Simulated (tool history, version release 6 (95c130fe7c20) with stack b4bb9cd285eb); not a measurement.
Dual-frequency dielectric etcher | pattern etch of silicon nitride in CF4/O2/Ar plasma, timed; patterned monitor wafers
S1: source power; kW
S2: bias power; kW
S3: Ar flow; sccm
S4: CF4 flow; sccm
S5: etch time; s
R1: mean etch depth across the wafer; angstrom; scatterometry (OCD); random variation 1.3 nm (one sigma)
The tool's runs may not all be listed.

run,hour,S1,S2,S3,S4,S5,R1
1,0.0,0.650,0.062,86,100,186.0,4987.2
2,7.9,0.650,0.062,86,90,186.0,4909.9
3,13.0,0.650,0.062,99,90,186.0,4897.2
4,15.6,0.650,0.062,99,90,169.5,4438.1
5,17.9,0.650,0.062,99,90,186.0,4858.6
6,21.5,0.640,0.062,99,90,186.0,4799.2
7,28.6,0.630,0.062,99,90,186.0,4758.0

Run 8 comes next. What will it give?
8,35.8,0.620,0.062,99,90,186.0,?

Run 8 gave R1 4654.8 angstrom.

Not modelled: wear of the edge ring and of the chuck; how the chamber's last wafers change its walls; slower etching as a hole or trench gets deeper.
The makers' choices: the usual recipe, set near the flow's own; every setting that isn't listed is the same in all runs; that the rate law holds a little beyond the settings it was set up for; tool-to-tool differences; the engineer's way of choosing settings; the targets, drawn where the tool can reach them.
